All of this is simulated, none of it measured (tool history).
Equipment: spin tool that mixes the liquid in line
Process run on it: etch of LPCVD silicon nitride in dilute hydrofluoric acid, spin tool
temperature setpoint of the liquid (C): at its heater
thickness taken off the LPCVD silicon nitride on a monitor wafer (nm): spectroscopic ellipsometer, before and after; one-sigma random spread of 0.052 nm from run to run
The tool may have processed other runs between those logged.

run,hour,temperature setpoint of the liquid (C),parts of water to one part of 49 % hydrofluoric acid (parts by volume),time under the liquid (s),thickness taken off the LPCVD silicon nitride on a monitor wafer (nm)
1,0,20,50,80,0.58963
2,5.2,23,50,80,0.77164
3,8.4,24.5,45,80,0.91453
4,14.5,22.5,45,80,0.76022
5,15.9,22.5,45,80,0.81931
6,19.5,23.5,40,80,0.96845
7,21,24.5,35,80,1.1667
8,21.9,25.5,35,80,1.2871

Run 9 has not been measured yet. What should we expect?
9,24.5,25.5,35,80,?

{"run 9": {"thickness taken off the LPCVD silicon nitride on a monitor wafer (nm)": 1.2741}}

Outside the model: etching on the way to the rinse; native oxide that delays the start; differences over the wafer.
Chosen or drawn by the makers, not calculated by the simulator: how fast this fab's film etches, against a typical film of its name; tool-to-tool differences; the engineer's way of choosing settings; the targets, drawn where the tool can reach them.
